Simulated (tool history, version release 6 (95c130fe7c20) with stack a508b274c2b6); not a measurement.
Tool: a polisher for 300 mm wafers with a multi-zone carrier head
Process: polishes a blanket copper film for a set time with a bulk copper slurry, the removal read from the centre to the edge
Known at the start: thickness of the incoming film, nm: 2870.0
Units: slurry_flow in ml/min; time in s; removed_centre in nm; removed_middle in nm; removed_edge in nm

run	day	slurry_flow	centre_zone	middle_zone	edge_zone	slurry_solids	time	removed_centre	removed_middle	removed_edge
1	0	240	1	1	1	1	34	316.83	290.71	286.21
2	0.25	240	1	1	1	1	27	254.4	229.53	224.17
3	0.279	240	0.99	1.01	1.02	1.05	28	265.8	247.58	241.93
4	0.342	240	0.99	1.01	1.04	1.1	29	275.79	255.56	250.63
5	0.533	240	0.91	1.01	1.04	1.1	29	258.87	258.95	255.29
# day 0.904: centre zone pressure recalibrated
6	0.904	240	0.91	1.07	1.04	1.1	29	237.48	272.53	252.62

Run 7 comes next. What will it give?
7	1.088	240	0.91	1.06	1.06	1.15	30	?	?	?

removed_centre: 251.03 nm
removed_middle: 279.59 nm
removed_edge: 262.99 nm

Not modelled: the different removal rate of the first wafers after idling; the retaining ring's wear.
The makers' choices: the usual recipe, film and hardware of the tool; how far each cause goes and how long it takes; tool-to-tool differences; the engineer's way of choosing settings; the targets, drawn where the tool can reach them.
